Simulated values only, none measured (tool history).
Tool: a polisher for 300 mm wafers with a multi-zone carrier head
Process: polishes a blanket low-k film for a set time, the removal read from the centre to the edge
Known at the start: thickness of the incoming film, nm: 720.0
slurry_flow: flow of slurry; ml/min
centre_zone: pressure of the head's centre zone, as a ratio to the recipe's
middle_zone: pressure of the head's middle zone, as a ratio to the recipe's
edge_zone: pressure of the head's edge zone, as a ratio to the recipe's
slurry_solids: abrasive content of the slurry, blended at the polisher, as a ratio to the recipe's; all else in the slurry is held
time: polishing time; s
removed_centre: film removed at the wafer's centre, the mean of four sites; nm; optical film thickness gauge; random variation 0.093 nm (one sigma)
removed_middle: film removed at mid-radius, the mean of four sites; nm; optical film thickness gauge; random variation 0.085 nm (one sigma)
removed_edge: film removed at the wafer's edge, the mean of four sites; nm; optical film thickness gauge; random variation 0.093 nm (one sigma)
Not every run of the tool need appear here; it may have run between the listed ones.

run	hour	slurry_flow	centre_zone	middle_zone	edge_zone	slurry_solids	time	removed_centre	removed_middle	removed_edge
1	0	255	1	1	1	1	56	14.635	14.519	15.083
2	1.7	280	1	1	1	1	56	14.808	15.002	15.139
3	3.6	280	1	0.98	0.99	0.9	51	12.908	12.761	13.32
4	12.1	230	1	0.98	0.99	0.9	51	12.972	12.262	13.055
5	14	230	0.99	0.98	0.98	0.85	47	11.483	11.336	11.452
6	17	230	0.99	0.98	1.03	0.85	47	11.562	11.167	11.963

Run 7, settings as shown, results not yet in. Your forecast:
7	18.7	225	0.98	0.96	1.01	0.8	44	?	?	?

{"run 7": {"removed_centre": 10.043, "removed_middle": 9.9605, "removed_edge": 10.429}}
